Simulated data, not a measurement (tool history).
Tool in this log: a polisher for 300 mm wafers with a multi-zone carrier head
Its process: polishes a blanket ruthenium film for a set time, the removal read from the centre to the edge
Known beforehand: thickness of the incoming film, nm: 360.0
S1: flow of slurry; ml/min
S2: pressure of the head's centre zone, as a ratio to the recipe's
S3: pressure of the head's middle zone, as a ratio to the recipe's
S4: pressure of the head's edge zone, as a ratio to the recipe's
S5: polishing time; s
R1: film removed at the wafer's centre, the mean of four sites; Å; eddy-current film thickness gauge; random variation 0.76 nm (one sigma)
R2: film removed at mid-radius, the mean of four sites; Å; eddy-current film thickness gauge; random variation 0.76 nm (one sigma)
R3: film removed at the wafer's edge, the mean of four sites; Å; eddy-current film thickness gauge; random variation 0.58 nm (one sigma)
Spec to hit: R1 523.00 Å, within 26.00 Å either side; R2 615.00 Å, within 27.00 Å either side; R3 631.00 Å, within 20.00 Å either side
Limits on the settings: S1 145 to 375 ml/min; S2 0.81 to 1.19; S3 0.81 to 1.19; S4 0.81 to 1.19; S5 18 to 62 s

run  hour   S1    S2    S3    S4  S5      R1      R2      R3
  1   0.0  240  1.00  1.00  1.00  40  504.17  513.35  514.16
  2   3.5  245  0.98  1.02  1.05  41  497.15  544.08  533.47
  3  11.8  245  0.98  1.02  1.09  41  498.05  530.37  537.02
  4  14.3  250  0.96  1.02  1.11  43  526.41  560.12  577.86
  5  21.2  250  1.04  1.02  1.11  43  538.91  555.61  571.40
  6  22.7  255  0.99  1.03  1.13  44  559.13  575.84  594.98
  7  24.7  240  0.94  1.04  1.15  45  534.88  584.27  607.14
  8  26.1  240  0.92  1.05  1.16  45  516.61  585.52  603.69

Which of these 4 next moves meets every target?
  A  27.5  310  0.96  1.09  1.04  43   ?   ?   ?
  B  27.5  255  0.89  1.05  1.17  46   ?   ?   ?
  C  27.5  275  1.01  1.16  1.05  43   ?   ?   ?
  D  27.5  255  0.97  1.03  1.13  44   ?   ?   ?

move      R1      R2      R3
   A  524.70  602.23  566.72
   B  515.41  612.25  627.96
   C  541.22  627.96  563.45
   D  530.00  575.96  591.93
A: lands further from the targets than the last run did
B: all results in spec
C: lands further from the targets than the last run did
D: lands further from the targets than the last run did
The move that meets every target is B.
